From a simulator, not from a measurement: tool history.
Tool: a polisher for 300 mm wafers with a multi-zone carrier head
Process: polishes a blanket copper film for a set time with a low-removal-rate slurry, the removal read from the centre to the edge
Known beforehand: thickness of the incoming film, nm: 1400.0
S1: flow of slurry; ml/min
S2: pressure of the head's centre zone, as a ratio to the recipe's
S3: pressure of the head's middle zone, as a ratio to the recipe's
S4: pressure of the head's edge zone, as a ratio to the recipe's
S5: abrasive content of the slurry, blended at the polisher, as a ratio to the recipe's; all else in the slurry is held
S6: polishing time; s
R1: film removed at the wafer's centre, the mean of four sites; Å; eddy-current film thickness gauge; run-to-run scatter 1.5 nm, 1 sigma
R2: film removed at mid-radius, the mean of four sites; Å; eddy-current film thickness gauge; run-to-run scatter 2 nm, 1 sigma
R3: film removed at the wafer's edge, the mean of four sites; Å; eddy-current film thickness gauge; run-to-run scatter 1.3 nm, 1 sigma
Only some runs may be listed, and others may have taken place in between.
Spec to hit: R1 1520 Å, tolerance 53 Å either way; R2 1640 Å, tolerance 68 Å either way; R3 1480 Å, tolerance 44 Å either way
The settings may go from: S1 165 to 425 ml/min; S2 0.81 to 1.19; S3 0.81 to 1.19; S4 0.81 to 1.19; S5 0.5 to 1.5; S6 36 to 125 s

run  hour   S1    S2    S3    S4    S5  S6      R1      R2      R3
  1     0  275     1     1     1     1  80  2770.6  2650.4  2665.5
  2   2.1  275  0.98  1.01  0.97   0.9  74  2424.8  2459.4  2424.3
  3     7  275  0.99  1.02  0.95  0.85  67  2193.3  2232.2    2116
  4  10.6  275  0.99  1.02  0.95  0.85  81  2679.8    2671  2582.6
  5  14.5  275  0.95  1.02  0.95  0.85  81  2544.6  2690.3  2581.6
  6    20  275  0.95  1.02  0.95  0.85  74  2338.8  2436.3  2342.2
  7    25  275  0.95  1.02  0.93   0.8  69  2177.7    2230  2186.5
  8  33.3  275  0.97  1.12  0.83  0.55  47  1383.6  1484.3    1324
  9  39.1  280  0.97  1.12  0.85  0.55  47  1367.5  1507.5  1318.3
 10  47.7  280  0.98  1.11  0.87   0.6  47  1417.7  1518.3  1366.4
 11  48.7  285  0.98  1.11  0.88  0.65  47  1454.3  1535.5  1387.4
 12  49.9  285  0.98  1.11  0.89   0.7  47  1456.4  1578.9  1391.3
 13    58  285  0.98   1.1   0.9   0.7  47  1453.9  1541.8  1385.6
 14  64.8  285  0.97   1.1   0.9  0.75  47  1496.9  1584.7  1430.1

5 next moves are on the table. One of them brings every result within its allowed miss. Which?
  A  71.6  325  0.97  1.12  0.92   0.5  51   ?   ?   ?
  B  71.6  260  1.01     1  0.91   0.9  46   ?   ?   ?
  C  71.6  345  0.92  1.14  0.81   0.7  52   ?   ?   ?
  D  71.6  245     1  1.09  0.84  1.15  42   ?   ?   ?
  E  71.6  185  1.11  1.16   0.9  1.05  41   ?   ?   ?

move      R1      R2      R3
   A  1483.8  1614.4  1474.8
   B  1529.5  1492.4  1464.4
   C  1532.5  1778.4  1535.9
   D  1446.8    1504  1361.6
   E  1503.9  1466.3  1313.5
A: every result lands within tolerance
B: the furthest-off result lands on target, but another misses its tolerance
C: moves the result that the last run missed by most past its target, out the other side
D: lands further from the targets than the last run did
E: lands further from the targets than the last run did
A is the move that brings every result within its allowed miss.
